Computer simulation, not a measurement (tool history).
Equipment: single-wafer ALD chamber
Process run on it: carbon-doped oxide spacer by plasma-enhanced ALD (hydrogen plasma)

run	hour	heater temperature setpoint (K)	number of ALD cycles (cycles)	mean film thickness on the monitor wafer (angstrom)
1	0.0	698.15	350	153.01
2	1.3	695.15	356	157.15
3	4.2	695.15	324	142.89
4	7.3	695.15	294	130.06
# hour 13.3: thermocouple changed; heater temperature recalibrated
5	13.3	695.15	318	142.02
6	20.0	695.15	339	151.91
7	25.7	691.15	341	153.69
8	34.8	688.15	346	156.56

Estimate the outcome of run 9 from the log above:
9	38.5	686.15	352	?

{"run 9": {"mean film thickness on the monitor wafer (angstrom)": 161.25}}
